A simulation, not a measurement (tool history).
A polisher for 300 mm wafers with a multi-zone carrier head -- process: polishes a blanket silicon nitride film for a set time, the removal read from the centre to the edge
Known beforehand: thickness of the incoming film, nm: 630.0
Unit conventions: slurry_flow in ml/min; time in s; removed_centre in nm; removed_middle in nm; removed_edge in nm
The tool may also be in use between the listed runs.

run 1 day=0 | slurry_flow=205 centre_zone=1 middle_zone=1 edge_zone=1 time=57 | removed_centre=179.86 removed_middle=178.52 removed_edge=170.14
run 2 day=0.112 | slurry_flow=225 centre_zone=1 middle_zone=1 edge_zone=1 time=57 | removed_centre=183.92 removed_middle=176.76 removed_edge=172.03
run 3 day=0.446 | slurry_flow=225 centre_zone=0.97 middle_zone=0.97 edge_zone=1 time=53 | removed_centre=168.47 removed_middle=163.26 removed_edge=160.39
run 4 day=0.596 | slurry_flow=195 centre_zone=0.97 middle_zone=0.97 edge_zone=1 time=53 | removed_centre=161.48 removed_middle=158.39 removed_edge=156.4
run 5 day=0.738 | slurry_flow=185 centre_zone=0.94 middle_zone=0.95 edge_zone=1.01 time=50 | removed_centre=149.5 removed_middle=142.47 removed_edge=147.72
run 6 day=0.758 | slurry_flow=175 centre_zone=0.92 middle_zone=0.95 edge_zone=1.02 time=47 | removed_centre=138.22 removed_middle=136.89 removed_edge=140.31
run 7 day=0.946 | slurry_flow=145 centre_zone=0.82 middle_zone=0.85 edge_zone=1.02 time=31 | removed_centre=79.248 removed_middle=78.453 removed_edge=88.381

What does the tool deliver on the next run?
run 8 day=1.092 | slurry_flow=165 centre_zone=0.83 middle_zone=0.86 edge_zone=1.05 time=31 | removed_centre=? removed_middle=? removed_edge=?

Run 8 produced removed_centre 83.376 nm, removed_middle 80.101 nm, removed_edge 92.42 nm.
